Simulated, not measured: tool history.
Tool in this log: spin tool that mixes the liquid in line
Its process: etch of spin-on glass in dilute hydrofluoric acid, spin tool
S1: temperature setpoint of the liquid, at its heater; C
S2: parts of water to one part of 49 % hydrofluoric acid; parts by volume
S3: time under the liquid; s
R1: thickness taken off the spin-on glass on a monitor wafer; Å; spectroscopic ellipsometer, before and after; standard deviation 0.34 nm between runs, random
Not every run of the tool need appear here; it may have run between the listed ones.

Run 1, hour 0.0: S1 22.0 C, S2 165 parts by volume, S3 185 s. Result: R1 502.90 Å.
Run 2, hour 6.0: S1 21.5 C, S2 165 parts by volume, S3 185 s. Result: R1 494.16 Å.
Run 3, hour 10.9: S1 21.5 C, S2 165 parts by volume, S3 185 s. Result: R1 499.58 Å.
Run 4, hour 18.7: S1 21.0 C, S2 165 parts by volume, S3 185 s. Result: R1 478.42 Å.
Run 5, hour 26.8: S1 20.5 C, S2 165 parts by volume, S3 185 s. Result: R1 471.97 Å.
Run 6, hour 32.0: S1 20.0 C, S2 165 parts by volume, S3 185 s. Result: R1 457.12 Å.
Run 7, hour 33.0: S1 19.5 C, S2 165 parts by volume, S3 185 s. Result: R1 449.15 Å.
Run 8, hour 40.4: S1 19.0 C, S2 165 parts by volume, S3 185 s. Result: R1 440.30 Å.
Run 9, hour 42.4: S1 18.0 C, S2 170 parts by volume, S3 185 s. Result: R1 402.74 Å.

Run 10 comes next. What will it give?
Run 10, hour 47.7: S1 17.5 C, S2 175 parts by volume, S3 185 s. Result: R1 ?.

For run 10 the tool returned R1 390.68 Å.
